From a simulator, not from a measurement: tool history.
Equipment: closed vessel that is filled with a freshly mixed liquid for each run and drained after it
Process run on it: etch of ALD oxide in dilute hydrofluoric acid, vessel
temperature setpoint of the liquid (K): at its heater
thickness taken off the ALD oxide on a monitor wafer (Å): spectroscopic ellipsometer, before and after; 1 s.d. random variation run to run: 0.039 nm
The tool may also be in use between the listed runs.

run	day	temperature setpoint of the liquid (K)	parts of water to one part of 49 % hydrofluoric acid (parts by volume)	time in the liquid (s)	thickness taken off the ALD oxide on a monitor wafer (Å)
1	0	295.15	210	195	82.844
2	0.1	294.15	225	195	73.127
3	0.229	293.65	240	195	66.303
4	0.329	293.15	250	195	61.689
5	0.654	292.65	260	195	58.362
6	0.908	292.65	260	155	46.216
7	1.05	292.15	260	155	44.885
8	1.304	291.65	260	155	44.835

What will run 9 give?
9	1.362	291.15	260	155	?

Run 9 produced thickness taken off the ALD oxide on a monitor wafer (Å) 43.47.

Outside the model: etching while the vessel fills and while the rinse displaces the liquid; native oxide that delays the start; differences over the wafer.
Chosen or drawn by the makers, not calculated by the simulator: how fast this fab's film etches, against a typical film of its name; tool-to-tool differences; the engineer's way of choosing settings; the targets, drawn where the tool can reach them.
